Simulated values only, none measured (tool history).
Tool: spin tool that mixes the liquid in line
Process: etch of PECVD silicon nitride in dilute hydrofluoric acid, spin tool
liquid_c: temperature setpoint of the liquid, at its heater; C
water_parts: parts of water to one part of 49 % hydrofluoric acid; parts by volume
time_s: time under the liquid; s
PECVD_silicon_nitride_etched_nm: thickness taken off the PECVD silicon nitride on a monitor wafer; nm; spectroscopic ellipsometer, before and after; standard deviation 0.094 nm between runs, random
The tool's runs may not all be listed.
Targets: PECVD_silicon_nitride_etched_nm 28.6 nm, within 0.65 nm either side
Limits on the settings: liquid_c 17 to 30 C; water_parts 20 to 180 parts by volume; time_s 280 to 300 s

run,hour,liquid_c,water_parts,time_s,PECVD_silicon_nitride_etched_nm
1,0,22,100,280,13.17
2,3.5,24,95,280,15.73
3,11.8,24,125,280,12.034
4,18.9,24,155,280,9.7522
5,25.5,25.5,135,280,12.201
6,30.6,25.5,160,280,10.418
7,37.2,26.5,135,280,13.115
8,41.3,27.5,115,280,16.343
9,48.9,28,100,280,19.325
10,53.7,28.5,90,280,22.259
11,62.3,29,85,280,24.286
12,63.9,29.5,80,280,26.761
13,67,30,80,280,27.537
14,75.5,30,75,280,29.366
15,79.8,30,75,280,29.402

Which single option among these 4 for the next run brings every result within its allowed miss of target? Just one does.
A,84.1,29.5,70,280,?
B,84.1,30,75,290,?
C,84.1,28,65,285,?
D,84.1,27.5,65,280,?

move,PECVD_silicon_nitride_etched_nm
A,30.661
B,30.605
C,30.498
D,29.003
A: the biggest miss grows against the last run
B: the biggest miss grows against the last run
C: the biggest miss grows against the last run
D: each result inside its tolerance
D meets every target.
